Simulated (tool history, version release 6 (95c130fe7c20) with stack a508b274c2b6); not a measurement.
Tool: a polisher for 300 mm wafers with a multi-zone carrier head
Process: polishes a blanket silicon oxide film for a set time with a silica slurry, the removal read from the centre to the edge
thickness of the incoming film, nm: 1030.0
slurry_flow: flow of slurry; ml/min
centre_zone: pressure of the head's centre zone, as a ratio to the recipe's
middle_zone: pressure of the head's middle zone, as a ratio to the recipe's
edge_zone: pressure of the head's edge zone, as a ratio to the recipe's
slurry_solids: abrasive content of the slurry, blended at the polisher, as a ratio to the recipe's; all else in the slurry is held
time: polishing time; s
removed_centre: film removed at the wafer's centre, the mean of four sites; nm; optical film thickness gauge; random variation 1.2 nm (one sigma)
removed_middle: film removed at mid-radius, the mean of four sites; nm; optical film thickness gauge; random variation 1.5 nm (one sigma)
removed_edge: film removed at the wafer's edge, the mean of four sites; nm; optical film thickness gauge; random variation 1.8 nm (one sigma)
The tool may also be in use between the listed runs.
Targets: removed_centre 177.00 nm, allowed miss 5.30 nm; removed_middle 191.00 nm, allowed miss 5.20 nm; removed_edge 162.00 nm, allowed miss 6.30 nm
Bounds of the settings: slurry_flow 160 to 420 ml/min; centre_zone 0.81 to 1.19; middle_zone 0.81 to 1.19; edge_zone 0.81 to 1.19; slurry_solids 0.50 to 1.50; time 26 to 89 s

run  hour  slurry_flow  centre_zone  middle_zone  edge_zone  slurry_solids  time  removed_centre  removed_middle  removed_edge
  1   0.0          270         1.00         1.00       1.00           1.00    57          184.20          191.22        191.17
  2   8.8          265         1.01         1.02       0.94           0.95    57          181.20          189.45        182.78
  3  17.0          265         1.01         0.98       0.94           0.95    57          181.39          179.77        181.63
  4  24.8          265         1.01         0.98       1.01           0.95    57          181.54          179.64        190.51
  5  25.3          280         1.01         1.01       0.95           0.90    57          179.15          183.23        179.50
  6  25.9          295         1.01         1.03       0.91           0.90    57          179.19          186.94        172.99
  7  29.0          305         1.01         1.04       0.89           0.90    57          180.16          187.07        171.41
  8  31.2          310         1.01         1.05       0.87           0.90    57          178.13          193.44        173.24

Which of these 5 next moves meets every target?
  A  33.4          230         0.84         0.95       0.99           0.85    64               ?               ?             ?
  B  33.4          295         1.02         1.05       0.89           0.90    58               ?               ?             ?
  C  33.4          315         1.17         1.19       0.81           0.75    57               ?               ?             ?
  D  33.4          375         1.06         1.11       0.87           0.85    55               ?               ?             ?
  E  33.4          295         0.87         0.97       0.95           0.95    61               ?               ?             ?

move  removed_centre  removed_middle  removed_edge
   A          168.82          187.34        196.22
   B          184.25          193.84        176.48
   C          183.77          194.46        152.07
   D          178.18          190.78        163.16
   E          177.85          195.68        196.46
A: further off than the last run
B: further off than the last run
C: takes the result that was furthest off past its target
D: meets every target
E: further off than the last run
Answer: D
